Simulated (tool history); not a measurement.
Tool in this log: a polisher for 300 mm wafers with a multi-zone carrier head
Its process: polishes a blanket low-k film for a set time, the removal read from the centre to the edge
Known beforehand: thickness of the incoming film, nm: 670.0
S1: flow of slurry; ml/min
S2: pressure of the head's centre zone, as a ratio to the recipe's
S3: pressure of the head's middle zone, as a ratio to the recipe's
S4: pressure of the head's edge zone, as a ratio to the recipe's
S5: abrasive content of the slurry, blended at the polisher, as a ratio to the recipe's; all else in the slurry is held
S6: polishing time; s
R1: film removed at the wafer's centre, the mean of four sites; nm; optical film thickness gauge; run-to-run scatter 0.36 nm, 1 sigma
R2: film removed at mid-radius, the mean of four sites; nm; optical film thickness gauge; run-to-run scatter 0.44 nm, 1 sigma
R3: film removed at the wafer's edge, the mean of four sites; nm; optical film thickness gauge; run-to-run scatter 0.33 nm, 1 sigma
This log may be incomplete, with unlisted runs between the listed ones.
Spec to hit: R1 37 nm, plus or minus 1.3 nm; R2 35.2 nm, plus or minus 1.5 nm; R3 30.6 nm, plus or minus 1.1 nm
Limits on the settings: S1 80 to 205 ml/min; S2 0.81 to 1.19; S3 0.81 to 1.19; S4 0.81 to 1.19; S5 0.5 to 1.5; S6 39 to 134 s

Run 1, hour 0: S1 135 ml/min, S2 1, S3 1, S4 1, S5 1, S6 86 s. Result: R1 30.092 nm, R2 30.051 nm, R3 28.892 nm.
Run 2, hour 3.4: S1 145 ml/min, S2 1.02, S3 1.01, S4 1, S5 1, S6 86 s. Result: R1 31.039 nm, R2 30.52 nm, R3 29.95 nm.
Run 3, hour 8.6: S1 145 ml/min, S2 1.02, S3 1.01, S4 1, S5 1.1, S6 86 s. Result: R1 32.228 nm, R2 31.355 nm, R3 31.513 nm.
Run 4, hour 16: S1 145 ml/min, S2 1.02, S3 1.05, S4 1, S5 1.1, S6 86 s. Result: R1 32.224 nm, R2 32.789 nm, R3 31.013 nm.
Run 5, hour 17.9: S1 145 ml/min, S2 1.02, S3 1.05, S4 1, S5 0.95, S6 86 s. Result: R1 30.378 nm, R2 30.701 nm, R3 28.773 nm.
Run 6, hour 19.3: S1 125 ml/min, S2 1.02, S3 1.05, S4 1, S5 0.95, S6 86 s. Result: R1 29.053 nm, R2 29.71 nm, R3 27.795 nm.
Run 7, hour 26: S1 135 ml/min, S2 1.04, S3 1.07, S4 0.99, S5 0.95, S6 86 s. Result: R1 30.03 nm, R2 30.542 nm, R3 28.401 nm.
Run 8, hour 34.7: S1 145 ml/min, S2 1.06, S3 1.09, S4 0.96, S5 0.95, S6 86 s. Result: R1 31.233 nm, R2 30.92 nm, R3 27.924 nm.
Run 9, hour 42.6: S1 155 ml/min, S2 1.07, S3 1.1, S4 0.96, S5 0.95, S6 86 s. Result: R1 32.694 nm, R2 31.343 nm, R3 28.256 nm.
Run 10, hour 50.2: S1 155 ml/min, S2 1.07, S3 1.1, S4 0.96, S5 0.95, S6 86 s. Result: R1 31.539 nm, R2 32.07 nm, R3 28.892 nm.
Run 11, hour 55.9: S1 160 ml/min, S2 1.09, S3 1.11, S4 0.95, S5 0.95, S6 86 s. Result: R1 33.28 nm, R2 32.097 nm, R3 28.459 nm.

Exactly one of the 5 candidate moves below puts every result within its allowed miss. Which one?
Run A, hour 61.6: S1 145 ml/min, S2 0.97, S3 1.18, S4 1.02, S5 0.95, S6 87 s. Result: R1 ?, R2 ?, R3 ?.
Run B, hour 61.6: S1 185 ml/min, S2 1.12, S3 0.86, S4 0.99, S5 0.9, S6 86 s. Result: R1 ?, R2 ?, R3 ?.
Run C, hour 61.6: S1 155 ml/min, S2 0.94, S3 1.19, S4 0.95, S5 1, S6 84 s. Result: R1 ?, R2 ?, R3 ?.
Run D, hour 61.6: S1 175 ml/min, S2 1.12, S3 1.11, S4 0.92, S5 0.85, S6 98 s. Result: R1 ?, R2 ?, R3 ?.
Run E, hour 61.6: S1 180 ml/min, S2 0.99, S3 1.11, S4 0.98, S5 1.05, S6 75 s. Result: R1 ?, R2 ?, R3 ?.

move      R1      R2      R3
   A  29.648  33.551  29.546
   B  34.641  27.887  29.063
   C  28.813  33.789  28.487
   D  38.065  35.683  30.844
   E  28.518  30.272  26.907
A: its largest miss is bigger than the last run's
B: its largest miss is bigger than the last run's
C: its largest miss is bigger than the last run's
D: each result inside its tolerance
E: its largest miss is bigger than the last run's
The move that meets every target is D.
